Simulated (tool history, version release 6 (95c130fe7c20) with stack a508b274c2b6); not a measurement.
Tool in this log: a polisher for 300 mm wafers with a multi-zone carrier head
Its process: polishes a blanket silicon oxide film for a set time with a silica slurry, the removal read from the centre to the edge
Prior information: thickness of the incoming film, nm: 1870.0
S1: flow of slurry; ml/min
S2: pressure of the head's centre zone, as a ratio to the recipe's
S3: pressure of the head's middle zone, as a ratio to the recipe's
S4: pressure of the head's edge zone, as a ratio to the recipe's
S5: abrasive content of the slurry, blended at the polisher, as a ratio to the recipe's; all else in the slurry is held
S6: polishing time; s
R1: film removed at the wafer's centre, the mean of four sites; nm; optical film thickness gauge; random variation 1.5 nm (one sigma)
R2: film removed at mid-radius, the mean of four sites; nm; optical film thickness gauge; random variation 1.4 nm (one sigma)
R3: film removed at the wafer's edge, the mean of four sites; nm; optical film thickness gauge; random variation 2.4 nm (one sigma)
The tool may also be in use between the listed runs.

{"run": 1, "hour": 0.0, "S1": 205, "S2": 1.0, "S3": 1.0, "S4": 1.0, "S5": 1.0, "S6": 49, "R1": 154.89, "R2": 156.47, "R3": 155.76}
{"run": 2, "hour": 8.4, "S1": 215, "S2": 1.0, "S3": 1.03, "S4": 1.05, "S5": 1.1, "S6": 49, "R1": 160.94, "R2": 166.73, "R3": 169.15}
{"run": 3, "hour": 15.6, "S1": 185, "S2": 1.0, "S3": 1.03, "S4": 1.05, "S5": 1.1, "S6": 49, "R1": 159.39, "R2": 164.0, "R3": 169.4}
{"run": 4, "hour": 17.7, "S1": 210, "S2": 1.0, "S3": 1.03, "S4": 1.05, "S5": 1.1, "S6": 49, "R1": 162.93, "R2": 166.85, "R3": 172.48}
{"run": 5, "hour": 23.5, "S1": 210, "S2": 1.0, "S3": 1.03, "S4": 1.05, "S5": 1.1, "S6": 40, "R1": 132.79, "R2": 137.11, "R3": 135.96}
{"run": 6, "hour": 24.4, "S1": 215, "S2": 1.01, "S3": 1.08, "S4": 1.08, "S5": 1.25, "S6": 42, "R1": 149.94, "R2": 153.83, "R3": 153.96}
{"run": 7, "hour": 32.9, "S1": 220, "S2": 0.99, "S3": 1.11, "S4": 1.09, "S5": 1.35, "S6": 44, "R1": 158.86, "R2": 169.62, "R3": 172.3}
{"run": 8, "hour": 36.3, "S1": 220, "S2": 0.99, "S3": 1.11, "S4": 1.09, "S5": 1.35, "S6": 44, "R1": 157.77, "R2": 169.93, "R3": 168.49}

Forecast run 9:
{"run": 9, "hour": 43.9, "S1": 225, "S2": 0.99, "S3": 1.13, "S4": 1.11, "S5": 1.4, "S6": 45, "R1": "?", "R2": "?", "R3": "?"}

R1: 164.35 nm
R2: 177.70 nm
R3: 173.67 nm
